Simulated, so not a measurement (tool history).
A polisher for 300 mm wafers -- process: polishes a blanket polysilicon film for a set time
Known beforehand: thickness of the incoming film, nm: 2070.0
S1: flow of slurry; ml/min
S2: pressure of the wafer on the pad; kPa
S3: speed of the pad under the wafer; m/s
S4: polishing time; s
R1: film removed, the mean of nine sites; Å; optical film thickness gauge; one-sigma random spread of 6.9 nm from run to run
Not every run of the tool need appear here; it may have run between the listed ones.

run,hour,S1,S2,S3,S4,R1
1,0.0,195,20.7,1.26,46,6037.8
2,6.1,195,17.2,1.26,46,5441.2
3,7.7,195,17.2,1.26,42,5009.6
4,10.3,200,20.0,1.26,42,5348.8
5,11.4,200,20.0,0.96,42,4238.3
6,15.1,200,23.4,1.04,42,4983.9
7,16.9,200,25.5,1.10,42,5573.2
8,19.1,200,27.6,1.14,42,6183.6
9,20.6,200,29.0,1.16,42,6433.8
10,27.6,200,29.6,1.20,42,6690.5

Run 11, settings as shown, results not yet in. Your forecast:
11,32.2,220,31.7,1.24,42,?

{"run 11": {"R1": 7242.5}}
